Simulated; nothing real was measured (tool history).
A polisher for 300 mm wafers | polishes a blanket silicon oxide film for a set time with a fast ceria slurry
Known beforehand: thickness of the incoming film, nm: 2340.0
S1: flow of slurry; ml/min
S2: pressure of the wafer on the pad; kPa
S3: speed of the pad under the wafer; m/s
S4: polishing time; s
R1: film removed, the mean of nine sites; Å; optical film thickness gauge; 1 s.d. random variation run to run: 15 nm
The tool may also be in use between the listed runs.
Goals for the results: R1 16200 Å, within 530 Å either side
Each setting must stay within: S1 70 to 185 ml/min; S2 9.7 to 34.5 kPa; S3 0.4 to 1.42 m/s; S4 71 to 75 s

run,day,S1,S2,S3,S4,R1
1,0,120,22.1,0.9,71,10236
2,0.192,90,22.1,0.9,71,9586.5
3,0.467,90,22.1,0.8,71,8681.7
4,0.808,105,22.1,0.8,71,8875.1
5,1.096,105,22.1,0.72,71,8030.8
6,1.354,115,25.5,0.74,71,9689.2
7,1.471,120,28.3,0.76,71,11096
8,1.588,125,30.3,0.78,71,12222
9,1.829,130,31.7,0.8,71,13326
10,1.908,135,32.4,0.82,71,13882
11,2.15,135,33.1,0.84,71,14761
12,2.467,140,33.8,0.84,71,14728
13,2.738,140,33.8,0.86,71,15172

Of the 4 settings listed for the next run, only one would bring every result within its allowed miss of target. Which one?
A,3.008,145,33.8,0.9,71,?
B,3.008,130,34.5,0.92,75,?
C,3.008,135,34.5,0.92,75,?
D,3.008,145,34.5,0.96,72,?

move,R1
A,16307
B,17604
C,17726
D,17958
A: meets every target
B: moves the result that the last run missed by most past its target, out the other side
C: moves the result that the last run missed by most past its target, out the other side
D: moves the result that the last run missed by most past its target, out the other side
A is the move that brings every result within its allowed miss.
